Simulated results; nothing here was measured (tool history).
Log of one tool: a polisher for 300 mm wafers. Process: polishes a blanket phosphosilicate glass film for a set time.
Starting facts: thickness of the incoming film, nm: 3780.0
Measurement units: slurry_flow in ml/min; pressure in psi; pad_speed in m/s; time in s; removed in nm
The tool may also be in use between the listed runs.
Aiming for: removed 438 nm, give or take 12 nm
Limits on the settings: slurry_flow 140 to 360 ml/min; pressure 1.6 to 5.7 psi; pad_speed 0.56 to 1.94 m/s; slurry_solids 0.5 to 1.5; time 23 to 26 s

| run | hour | slurry_flow | pressure | pad_speed | slurry_solids | time | removed |
|---|---|---|---|---|---|---|---|
| 1 | 0 | 230 | 3.6 | 1.24 | 1 | 26 | 283.37 |
| 2 | 5.5 | 230 | 3.6 | 1.24 | 1 | 23 | 252.17 |
| 3 | 10.2 | 230 | 4 | 1.24 | 1 | 23 | 281.2 |
| 4 | 14.8 | 230 | 4 | 1.24 | 1 | 23 | 278.67 |
| 5 | 23.5 | 230 | 4 | 1.24 | 1 | 23 | 279.85 |
| 6 | 28.5 | 230 | 4 | 1.5 | 1 | 23 | 314.08 |
| 7 | 36.7 | 235 | 4.3 | 1.5 | 1 | 23 | 332.82 |
| 8 | 44 | 235 | 4.6 | 1.5 | 1 | 23 | 357.38 |
| 9 | 50.3 | 235 | 4.8 | 1.5 | 1 | 23 | 374.2 |
| 10 | 52.9 | 235 | 5 | 1.5 | 1 | 23 | 386.58 |
| 11 | 55.6 | 235 | 5.1 | 1.5 | 1 | 23 | 391.92 |
| 12 | 58.2 | 235 | 5.2 | 1.5 | 1 | 23 | 407.37 |
| 13 | 61.7 | 235 | 5.3 | 1.5 | 1 | 23 | 418.91 |
| 14 | 70.4 | 235 | 5.4 | 1.5 | 1 | 23 | 422.84 |
| 15 | 75.6 | 235 | 5.4 | 1.5 | 1 | 23 | 415.66 |

Which single option among these 4 for the next run brings every result within its allowed miss of target? Just one does.
| A | 80.8 | 235 | 5.5 | 1.76 | 0.75 | 23 | ? |
| B | 80.8 | 235 | 5.6 | 1.48 | 0.95 | 25 | ? |
| C | 80.8 | 220 | 5.2 | 1.52 | 1 | 25 | ? |
| D | 80.8 | 230 | 5.6 | 1.6 | 1 | 24 | ? |

| move | removed |
|---|---|
| A | 409.44 |
| B | 460.72 |
| C | 441.95 |
| D | 472.9 |
A: lands further from the targets than the last run did
B: takes the result that was furthest off past its target
C: each result inside its tolerance
D: takes the result that was furthest off past its target
So the answer is move C, the one that meets all the targets.
